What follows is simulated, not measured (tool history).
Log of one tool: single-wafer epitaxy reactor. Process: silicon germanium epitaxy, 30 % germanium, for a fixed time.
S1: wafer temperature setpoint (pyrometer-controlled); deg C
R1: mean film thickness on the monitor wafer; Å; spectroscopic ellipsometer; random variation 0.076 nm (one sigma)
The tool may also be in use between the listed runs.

{"run": 1, "day": 0.0, "S1": 585, "chamber pressure (Pa)": 1867, "R1": 378.06}
{"run": 2, "day": 0.279, "S1": 585, "chamber pressure (Pa)": 2093, "R1": 394.41}
{"run": 3, "day": 0.612, "S1": 581, "chamber pressure (Pa)": 2093, "R1": 362.03}
{"run": 4, "day": 0.692, "S1": 581, "chamber pressure (Pa)": 1813, "R1": 342.04}
{"run": 5, "day": 0.812, "S1": 586, "chamber pressure (Pa)": 1813, "R1": 380.89}
{"run": 6, "day": 1.058, "S1": 583, "chamber pressure (Pa)": 1813, "R1": 358.44}
{"run": 7, "day": 1.271, "S1": 581, "chamber pressure (Pa)": 1813, "R1": 341.54}
{"run": 8, "day": 1.6, "S1": 579, "chamber pressure (Pa)": 1813, "R1": 326.3}
{"run": 9, "day": 1.762, "S1": 579, "chamber pressure (Pa)": 1813, "R1": 327.6}
{"run": 10, "day": 2.108, "S1": 578, "chamber pressure (Pa)": 1813, "R1": 320.26}

Forecast run 11:
{"run": 11, "day": 2.208, "S1": 577, "chamber pressure (Pa)": 1813, "R1": "?"}

R1: 313.01 Å
